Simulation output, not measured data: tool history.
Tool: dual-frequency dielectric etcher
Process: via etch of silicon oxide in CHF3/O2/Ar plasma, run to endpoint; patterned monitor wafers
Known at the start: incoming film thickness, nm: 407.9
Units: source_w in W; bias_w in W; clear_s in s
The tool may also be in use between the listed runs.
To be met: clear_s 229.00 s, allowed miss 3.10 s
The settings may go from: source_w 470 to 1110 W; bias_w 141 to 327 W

run  hour  source_w  bias_w  clear_s
  1   0.0       790     234   180.98
  2   5.6       880     234   173.43
  3   7.1      1010     234   163.41
  4  12.0      1010     194   171.24
  5  20.7      1010     208   167.08
  6  23.3       920     199   176.22
  7  30.4       840     188   186.49
  8  38.8       780     182   193.91
  9  41.2       730     179   200.79
 10  42.2       690     178   207.51
 11  43.8       660     177   211.47
 12  52.0       640     176   213.99
 13  54.7       620     175   217.80
 14  63.3       520     172   236.48
 15  68.9       530     172   233.77
 16  70.9       540     172   233.81
 17  71.9       590     174   221.88
 18  79.0       580     174   225.10

4 next moves are on the table. One of them brings every result within its allowed miss. Which?
  A  86.1       620     165        ?
  B  86.1       570     184        ?
  C  86.1       600     182        ?
  D  86.1       630     141        ?

move  clear_s
   A   220.24
   B   222.45
   C   217.90
   D   227.34
A: further off than the last run
B: further off than the last run
C: further off than the last run
D: meets every target
The right move is D.
